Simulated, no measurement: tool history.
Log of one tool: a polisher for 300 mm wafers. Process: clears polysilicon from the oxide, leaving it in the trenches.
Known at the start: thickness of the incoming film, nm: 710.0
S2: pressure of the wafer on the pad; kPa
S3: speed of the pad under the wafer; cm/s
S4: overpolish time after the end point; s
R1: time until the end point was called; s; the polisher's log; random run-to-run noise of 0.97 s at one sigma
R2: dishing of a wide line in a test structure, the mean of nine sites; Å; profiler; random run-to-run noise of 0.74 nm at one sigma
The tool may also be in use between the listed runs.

run 1 hour=0 | flow_of_slurry_(ml/min)=295 S2=15.2 S3=116 S4=20 | R1=52.506 R2=741.76
run 2 hour=7.8 | flow_of_slurry_(ml/min)=295 S2=18.6 S3=116 S4=20 | R1=42.59 R2=764.45
run 3 hour=12 | flow_of_slurry_(ml/min)=295 S2=15.2 S3=116 S4=20 | R1=52.122 R2=720.65
run 4 hour=17 | flow_of_slurry_(ml/min)=295 S2=13.8 S3=116 S4=20 | R1=57.971 R2=720.01
run 5 hour=20.1 | flow_of_slurry_(ml/min)=295 S2=13.8 S3=116 S4=23 | R1=58.671 R2=728.96
run 6 hour=22.5 | flow_of_slurry_(ml/min)=295 S2=15.2 S3=116 S4=23 | R1=52.296 R2=778.44
run 7 hour=24.7 | flow_of_slurry_(ml/min)=295 S2=13.8 S3=120 S4=21 | R1=55.599 R2=723.27
run 8 hour=27.4 | flow_of_slurry_(ml/min)=280 S2=13.1 S3=124 S4=19 | R1=55.375 R2=725.72
run 9 hour=36.3 | flow_of_slurry_(ml/min)=305 S2=12.4 S3=122 S4=17 | R1=61.274 R2=679.48
run 10 hour=38.9 | flow_of_slurry_(ml/min)=330 S2=11.7 S3=128 S4=15 | R1=59.643 R2=689.79

Run 11 comes next. What will it give?
run 11 hour=39.8 | flow_of_slurry_(ml/min)=310 S2=11.7 S3=126 S4=14 | R1=? R2=?

R1: 61.405 s
R2: 669.21 Å
